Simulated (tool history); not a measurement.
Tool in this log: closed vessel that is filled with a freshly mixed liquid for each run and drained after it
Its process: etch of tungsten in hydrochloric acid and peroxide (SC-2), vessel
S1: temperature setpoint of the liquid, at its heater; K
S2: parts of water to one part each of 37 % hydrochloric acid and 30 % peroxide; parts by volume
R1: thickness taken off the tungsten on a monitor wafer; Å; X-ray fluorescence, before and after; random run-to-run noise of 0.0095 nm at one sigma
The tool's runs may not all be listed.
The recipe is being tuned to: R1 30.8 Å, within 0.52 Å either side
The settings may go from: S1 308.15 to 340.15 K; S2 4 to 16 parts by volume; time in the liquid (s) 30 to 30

Run 1, hour 0: S1 324.15 K, S2 9 parts by volume, time in the liquid (s) 30. Result: R1 89.442 Å.
Run 2, hour 2.5: S1 324.15 K, S2 11.5 parts by volume, time in the liquid (s) 30. Result: R1 73.421 Å.
Run 3, hour 5.4: S1 321.65 K, S2 11.5 parts by volume, time in the liquid (s) 30. Result: R1 62.16 Å.
Run 4, hour 6.9: S1 321.65 K, S2 11.5 parts by volume, time in the liquid (s) 30. Result: R1 62.158 Å.
At hour 12.3: chemicals flow meter replaced.
Run 5, hour 12.3: S1 319.65 K, S2 11.5 parts by volume, time in the liquid (s) 30. Result: R1 52.039 Å.
Run 6, hour 18.7: S1 319.65 K, S2 13.5 parts by volume, time in the liquid (s) 30. Result: R1 44.886 Å.
Run 7, hour 22.9: S1 318.65 K, S2 13.5 parts by volume, time in the liquid (s) 30. Result: R1 42.23 Å.
Run 8, hour 26.5: S1 317.65 K, S2 13.5 parts by volume, time in the liquid (s) 30. Result: R1 39.321 Å.
Run 9, hour 35: S1 317.15 K, S2 13.5 parts by volume, time in the liquid (s) 30. Result: R1 38.144 Å.
Run 10, hour 36.4: S1 316.65 K, S2 13.5 parts by volume, time in the liquid (s) 30. Result: R1 36.636 Å.
Run 11, hour 41.4: S1 316.15 K, S2 13.5 parts by volume, time in the liquid (s) 30. Result: R1 35.445 Å.
Run 12, hour 43.2: S1 315.65 K, S2 13.5 parts by volume, time in the liquid (s) 30. Result: R1 34.217 Å.
Run 13, hour 48: S1 315.15 K, S2 13.5 parts by volume, time in the liquid (s) 30. Result: R1 33.184 Å.
Run 14, hour 56.2: S1 314.65 K, S2 13.5 parts by volume, time in the liquid (s) 30. Result: R1 31.85 Å.
Run 15, hour 58.3: S1 314.65 K, S2 13.5 parts by volume, time in the liquid (s) 30. Result: R1 31.951 Å.

Exercise: of the 5 proposed moves below, exactly one satisfies all targets within the stated allowed misses. Which move is it?
Run A, hour 60.4: S1 311.65 K, S2 11 parts by volume, time in the liquid (s) 30. Result: R1 ?.
Run B, hour 60.4: S1 314.15 K, S2 12.5 parts by volume, time in the liquid (s) 30. Result: R1 ?.
Run C, hour 60.4: S1 314.65 K, S2 13 parts by volume, time in the liquid (s) 30. Result: R1 ?.
Run D, hour 60.4: S1 316.65 K, S2 14.5 parts by volume, time in the liquid (s) 30. Result: R1 ?.
Run E, hour 60.4: S1 315.65 K, S2 13.5 parts by volume, time in the liquid (s) 30. Result: R1 ?.

move      R1
   A  30.729
   B  32.911
   C  32.955
   D  34.453
   E  34.208
A: hits every target within its allowed miss
B: moves away from the targets compared with the last run
C: moves away from the targets compared with the last run
D: moves away from the targets compared with the last run
E: moves away from the targets compared with the last run
The move that meets every target is A.
